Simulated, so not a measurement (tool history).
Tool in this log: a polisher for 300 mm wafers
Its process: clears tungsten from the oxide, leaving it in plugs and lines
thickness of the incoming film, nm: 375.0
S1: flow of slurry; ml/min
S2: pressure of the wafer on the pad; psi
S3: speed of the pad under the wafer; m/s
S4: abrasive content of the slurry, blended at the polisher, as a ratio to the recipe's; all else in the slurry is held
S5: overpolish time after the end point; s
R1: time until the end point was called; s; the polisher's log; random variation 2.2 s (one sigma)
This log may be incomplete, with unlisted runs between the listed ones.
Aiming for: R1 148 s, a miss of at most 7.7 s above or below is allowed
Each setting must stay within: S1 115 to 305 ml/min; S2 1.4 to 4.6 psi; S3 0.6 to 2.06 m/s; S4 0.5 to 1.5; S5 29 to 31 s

| run | day | S1 | S2 | S3 | S4 | S5 | R1 |
|---|---|---|---|---|---|---|---|
| 1 | 0 | 195 | 3 | 1.32 | 1 | 29 | 71.998 |
| 2 | 0.2 | 195 | 3.6 | 1.32 | 1 | 29 | 65.514 |
| 3 | 0.371 | 245 | 3.6 | 1.32 | 1 | 29 | 62.278 |
| 4 | 0.504 | 245 | 3.1 | 1.2 | 1 | 29 | 74.691 |
| 5 | 0.533 | 295 | 3.1 | 1.2 | 1 | 29 | 73.579 |
| 6 | 0.621 | 295 | 3.1 | 1.2 | 1 | 31 | 72.294 |
| 7 | 0.75 | 295 | 2.7 | 1.1 | 1 | 31 | 86.641 |
| 8 | 0.783 | 295 | 2.4 | 1.04 | 1 | 31 | 96.116 |
| 9 | 0.967 | 295 | 2.2 | 0.98 | 1 | 31 | 106.18 |
| 10 | 1.05 | 295 | 2 | 0.94 | 1 | 31 | 117.77 |
| 11 | 1.2 | 295 | 1.9 | 0.92 | 1 | 31 | 120.37 |

Next run, 4 choices. One meets every target within its allowed miss, the rest don't. Which?
| A | 1.35 | 300 | 1.6 | 0.72 | 0.9 | 31 | ? |
| B | 1.35 | 290 | 1.4 | 0.94 | 0.65 | 31 | ? |
| C | 1.35 | 305 | 2.3 | 0.74 | 1.1 | 30 | ? |
| D | 1.35 | 290 | 1.6 | 0.72 | 1.05 | 29 | ? |

| move | R1 |
|---|---|
| A | 168.74 |
| B | 150.56 |
| C | 131.63 |
| D | 163.62 |
A: takes the result that was furthest off past its target
B: every result within its allowed miss
C: gains on the last run, yet a result remains outside its allowed miss
D: takes the result that was furthest off past its target
B is the move that brings every result within its allowed miss.

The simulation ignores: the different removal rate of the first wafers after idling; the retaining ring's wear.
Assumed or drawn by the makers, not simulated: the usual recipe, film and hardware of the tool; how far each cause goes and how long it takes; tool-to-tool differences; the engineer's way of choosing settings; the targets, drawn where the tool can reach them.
